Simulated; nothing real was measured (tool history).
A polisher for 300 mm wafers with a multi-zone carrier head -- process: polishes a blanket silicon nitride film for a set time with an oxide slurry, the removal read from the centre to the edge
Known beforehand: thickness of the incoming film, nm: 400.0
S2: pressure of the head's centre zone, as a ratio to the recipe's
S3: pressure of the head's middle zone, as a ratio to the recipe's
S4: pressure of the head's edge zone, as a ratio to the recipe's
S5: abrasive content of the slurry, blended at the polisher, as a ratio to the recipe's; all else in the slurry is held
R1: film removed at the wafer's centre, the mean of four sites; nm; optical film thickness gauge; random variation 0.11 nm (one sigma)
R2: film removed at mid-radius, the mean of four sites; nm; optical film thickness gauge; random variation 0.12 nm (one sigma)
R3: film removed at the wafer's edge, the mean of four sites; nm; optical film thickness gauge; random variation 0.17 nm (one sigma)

{"run": 1, "hour": 0.0, "flow of slurry (ml/min)": 265, "S2": 1, "S3": 1, "S4": 1, "S5": 1, "polishing time (s)": 43, "R1": 25.213, "R2": 26.161, "R3": 25.804}
{"run": 2, "hour": 8.2, "flow of slurry (ml/min)": 265, "S2": 1, "S3": 1, "S4": 1.04, "S5": 1, "polishing time (s)": 43, "R1": 25.289, "R2": 26.366, "R3": 25.378}
{"run": 3, "hour": 11.0, "flow of slurry (ml/min)": 265, "S2": 1, "S3": 1, "S4": 1.07, "S5": 1, "polishing time (s)": 43, "R1": 25.401, "R2": 25.977, "R3": 26.845}
{"run": 4, "hour": 14.7, "flow of slurry (ml/min)": 260, "S2": 0.97, "S3": 0.97, "S4": 1.01, "S5": 0.85, "polishing time (s)": 43, "R1": 22.037, "R2": 22.798, "R3": 22.726}
{"run": 5, "hour": 17.4, "flow of slurry (ml/min)": 260, "S2": 0.97, "S3": 1.04, "S4": 1.01, "S5": 0.85, "polishing time (s)": 43, "R1": 22.098, "R2": 24.135, "R3": 23.177}
{"run": 6, "hour": 23.3, "flow of slurry (ml/min)": 260, "S2": 0.97, "S3": 1.04, "S4": 1.01, "S5": 0.95, "polishing time (s)": 43, "R1": 23.742, "R2": 26.129, "R3": 24.855}
{"run": 7, "hour": 27.8, "flow of slurry (ml/min)": 255, "S2": 0.94, "S3": 1.01, "S4": 0.96, "S5": 0.85, "polishing time (s)": 43, "R1": 21.343, "R2": 23.419, "R3": 22.224}
{"run": 8, "hour": 31.1, "flow of slurry (ml/min)": 250, "S2": 0.91, "S3": 0.99, "S4": 0.92, "S5": 0.8, "polishing time (s)": 43, "R1": 19.774, "R2": 22.036, "R3": 21.439}
{"run": 9, "hour": 38.3, "flow of slurry (ml/min)": 255, "S2": 0.91, "S3": 0.99, "S4": 0.9, "S5": 0.7, "polishing time (s)": 43, "R1": 17.734, "R2": 19.794, "R3": 18.587}
{"run": 10, "hour": 44.4, "flow of slurry (ml/min)": 255, "S2": 0.9, "S3": 0.98, "S4": 0.88, "S5": 0.7, "polishing time (s)": 43, "R1": 17.526, "R2": 19.85, "R3": 18.287}
{"run": 11, "hour": 49.7, "flow of slurry (ml/min)": 200, "S2": 0.89, "S3": 0.93, "S4": 0.84, "S5": 0.65, "polishing time (s)": 43, "R1": 15.887, "R2": 17.06, "R3": 16.286}
{"run": 12, "hour": 52.4, "flow of slurry (ml/min)": 225, "S2": 0.89, "S3": 0.94, "S4": 0.84, "S5": 0.65, "polishing time (s)": 43, "R1": 15.909, "R2": 17.31, "R3": 16.836}
{"run": 13, "hour": 60.3, "flow of slurry (ml/min)": 240, "S2": 0.9, "S3": 0.95, "S4": 0.84, "S5": 0.65, "polishing time (s)": 43, "R1": 16.359, "R2": 17.751, "R3": 16.309}
{"run": 14, "hour": 64.2, "flow of slurry (ml/min)": 245, "S2": 0.9, "S3": 0.95, "S4": 0.85, "S5": 0.65, "polishing time (s)": 43, "R1": 16.395, "R2": 17.724, "R3": 16.687}
{"run": 15, "hour": 70.9, "flow of slurry (ml/min)": 250, "S2": 0.9, "S3": 0.96, "S4": 0.86, "S5": 0.65, "polishing time (s)": 43, "R1": 16.524, "R2": 17.886, "R3": 16.902}
{"run": 16, "hour": 77.6, "flow of slurry (ml/min)": 250, "S2": 0.9, "S3": 0.96, "S4": 0.86, "S5": 0.65, "polishing time (s)": 43, "R1": 16.389, "R2": 18.059, "R3": 16.72}
{"run": 17, "hour": 79.2, "flow of slurry (ml/min)": 250, "S2": 0.9, "S3": 0.97, "S4": 0.87, "S5": 0.65, "polishing time (s)": 43, "R1": 16.466, "R2": 17.971, "R3": 17.057}

What does the tool deliver on the next run?
{"run": 18, "hour": 88.0, "flow of slurry (ml/min)": 255, "S2": 0.9, "S3": 0.98, "S4": 0.87, "S5": 0.65, "polishing time (s)": 43, "R1": "?", "R2": "?", "R3": "?"}

For run 18 the tool returned R1 16.547 nm, R2 18.009 nm, R3 17.252 nm.
